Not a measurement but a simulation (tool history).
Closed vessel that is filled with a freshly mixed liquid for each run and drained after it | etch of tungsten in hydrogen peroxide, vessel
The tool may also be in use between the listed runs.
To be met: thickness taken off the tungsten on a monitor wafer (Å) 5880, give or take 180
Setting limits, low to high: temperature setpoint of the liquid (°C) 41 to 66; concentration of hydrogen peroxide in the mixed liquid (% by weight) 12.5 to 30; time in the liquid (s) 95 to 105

run,hour,temperature setpoint of the liquid (°C),concentration of hydrogen peroxide in the mixed liquid (% by weight),time in the liquid (s),thickness taken off the tungsten on a monitor wafer (Å)
1,0,57,24.5,95,4111.2
2,5.2,58.5,24.5,95,4432
3,10.4,53.5,24.5,95,3340.5
4,16.9,56,24.5,95,3870.1
5,21.9,50.5,24.5,95,2741
6,23.2,50.5,19.5,95,2436.1
7,31.9,58.5,20,95,3990.9
8,35.2,66,20,95,6117.7

Exactly one of the 4 candidate moves below puts every result within its allowed miss. Which one?
A,38.5,66,21.5,95,?
B,38.5,64,21.5,105,?
C,38.5,65.5,20,95,?
D,38.5,64,22.5,105,?

move,thickness taken off the tungsten on a monitor wafer (Å)
A,6268.9
B,6196.9
C,5880.6
D,6339.4
A: moves away from the targets compared with the last run
B: moves away from the targets compared with the last run
C: all results in spec
D: moves away from the targets compared with the last run
C is the move that brings every result within its allowed miss.
